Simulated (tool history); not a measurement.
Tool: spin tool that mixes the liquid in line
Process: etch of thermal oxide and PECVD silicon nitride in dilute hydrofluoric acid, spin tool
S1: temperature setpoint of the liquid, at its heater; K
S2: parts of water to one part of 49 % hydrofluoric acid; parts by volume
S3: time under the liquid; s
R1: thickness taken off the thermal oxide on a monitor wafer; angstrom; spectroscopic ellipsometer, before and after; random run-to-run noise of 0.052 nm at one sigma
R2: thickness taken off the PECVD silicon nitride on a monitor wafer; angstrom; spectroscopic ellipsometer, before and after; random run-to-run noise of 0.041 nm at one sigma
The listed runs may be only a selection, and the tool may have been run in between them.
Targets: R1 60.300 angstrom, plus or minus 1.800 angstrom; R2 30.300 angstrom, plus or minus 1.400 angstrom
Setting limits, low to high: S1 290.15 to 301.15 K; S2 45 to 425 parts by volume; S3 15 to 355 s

run 1 hour=0.0 | S1=293.15 S2=235 S3=180 | R1=27.878 R2=16.307
run 2 hour=8.2 | S1=293.65 S2=190 S3=175 | R1=36.011 R2=20.283
run 3 hour=16.5 | S1=297.15 S2=190 S3=175 | R1=41.423 R2=26.121
run 4 hour=20.9 | S1=296.15 S2=160 S3=170 | R1=47.243 R2=27.161
run 5 hour=25.5 | S1=295.65 S2=145 S3=165 | R1=50.139 R2=27.746
run 6 hour=29.5 | S1=295.65 S2=135 S3=160 | R1=53.856 R2=29.680
run 7 hour=34.5 | S1=295.15 S2=125 S3=155 | R1=55.155 R2=30.088
run 8 hour=35.8 | S1=294.65 S2=120 S3=155 | R1=56.360 R2=30.795
run 9 hour=41.6 | S1=293.65 S2=115 S3=155 | R1=57.616 R2=28.863

Exactly one of the 5 candidate moves below puts every result within its allowed miss. Which one?
run A hour=47.4 | S1=294.65 S2=130 S3=170 | R1=? R2=?
run B hour=47.4 | S1=292.65 S2=100 S3=135 | R1=? R2=?
run C hour=47.4 | S1=290.15 S2=135 S3=210 | R1=? R2=?
run D hour=47.4 | S1=292.15 S2=130 S3=175 | R1=? R2=?
run E hour=47.4 | S1=292.15 S2=125 S3=190 | R1=? R2=?

move=A R1=55.952 R2=30.464
move=B R1=55.065 R2=27.318
move=C R1=55.173 R2=26.752
move=D R1=52.091 R2=26.513
move=E R1=59.127 R2=29.904
A: lands further from the targets than the last run did
B: lands further from the targets than the last run did
C: lands further from the targets than the last run did
D: lands further from the targets than the last run did
E: every result within its allowed miss
Move E is the one to make.

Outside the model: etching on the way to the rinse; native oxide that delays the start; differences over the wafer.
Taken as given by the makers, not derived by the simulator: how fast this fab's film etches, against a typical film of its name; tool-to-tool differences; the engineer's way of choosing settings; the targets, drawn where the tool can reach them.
